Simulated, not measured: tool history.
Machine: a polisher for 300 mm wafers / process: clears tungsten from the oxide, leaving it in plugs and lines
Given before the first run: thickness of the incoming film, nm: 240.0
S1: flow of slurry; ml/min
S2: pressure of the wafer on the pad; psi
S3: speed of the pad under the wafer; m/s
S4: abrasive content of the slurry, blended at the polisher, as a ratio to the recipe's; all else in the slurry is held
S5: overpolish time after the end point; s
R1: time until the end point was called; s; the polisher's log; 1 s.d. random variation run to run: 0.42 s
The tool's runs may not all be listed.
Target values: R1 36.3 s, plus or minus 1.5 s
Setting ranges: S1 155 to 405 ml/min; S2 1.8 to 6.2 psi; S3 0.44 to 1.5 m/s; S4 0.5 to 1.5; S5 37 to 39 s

| run | hour | S1 | S2 | S3 | S4 | S5 | R1 |
|---|---|---|---|---|---|---|---|
| 1 | 0 | 260 | 4 | 0.96 | 1 | 37 | 59.44 |
| 2 | 4.3 | 310 | 4 | 0.96 | 1 | 37 | 58.758 |
| 3 | 12.5 | 310 | 4 | 0.96 | 1 | 37 | 57.627 |
| 4 | 14.8 | 310 | 4.6 | 0.96 | 1 | 37 | 53.434 |
| 5 | 17.9 | 310 | 5.1 | 0.96 | 1 | 37 | 50.212 |
| 6 | 21.6 | 310 | 5.1 | 1.16 | 1 | 37 | 41.357 |
| 7 | 26.9 | 310 | 5.2 | 1.16 | 1 | 37 | 40.625 |
| 8 | 31.1 | 310 | 5.3 | 1.16 | 1 | 37 | 41.237 |

4 next moves are on the table. One of them brings every result within its allowed miss. Which?
| A | 35.3 | 295 | 4.9 | 1.22 | 1.1 | 37 | ? |
| B | 35.3 | 370 | 5.2 | 1.36 | 0.85 | 37 | ? |
| C | 35.3 | 310 | 5.4 | 1.36 | 1.05 | 37 | ? |
| D | 35.3 | 310 | 5 | 1.24 | 1 | 39 | ? |

| move | R1 |
|---|---|
| A | 39.763 |
| B | 36.152 |
| C | 33.721 |
| D | 39.44 |
A: nearer the targets than the last run, but a result is still out of spec
B: meets every target
C: pushes the last run's worst result past its target
D: nearer the targets than the last run, but a result is still out of spec
Correct choice: B, which meets every target
